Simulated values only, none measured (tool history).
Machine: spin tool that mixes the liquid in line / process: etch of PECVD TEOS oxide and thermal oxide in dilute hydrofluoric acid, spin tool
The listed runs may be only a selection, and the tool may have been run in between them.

run	day	temperature setpoint of the liquid (K)	parts of water to one part of 49 % hydrofluoric acid (parts by volume)	time under the liquid (s)	thickness taken off the PECVD TEOS oxide on a monitor wafer (Å)	thickness taken off the thermal oxide on a monitor wafer (Å)
1	0	296.15	45	65	296.54	70.708
2	0.358	297.65	40	65	358.4	83.516
3	0.467	298.15	35	70	462.81	105.67
4	0.658	298.65	30	70	546.33	129.25
5	0.854	299.65	30	70	570.12	134
6	1.071	299.65	45	70	368.78	88.326
7	1.404	300.65	40	70	443.04	102.95
8	1.592	301.15	35	70	514.07	121.01
9	1.842	301.15	35	70	519.49	120.25
10	1.888	304.15	20	75	1104.1	260.8
11	1.942	304.15	20	75	1112.1	266.84

Estimate the outcome of run 12 from the log above:
12	2.158	300.15	20	75	?	?

{"run 12": {"thickness taken off the PECVD TEOS oxide on a monitor wafer (Å)": 946.42, "thickness taken off the thermal oxide on a monitor wafer (Å)": 221.82}}

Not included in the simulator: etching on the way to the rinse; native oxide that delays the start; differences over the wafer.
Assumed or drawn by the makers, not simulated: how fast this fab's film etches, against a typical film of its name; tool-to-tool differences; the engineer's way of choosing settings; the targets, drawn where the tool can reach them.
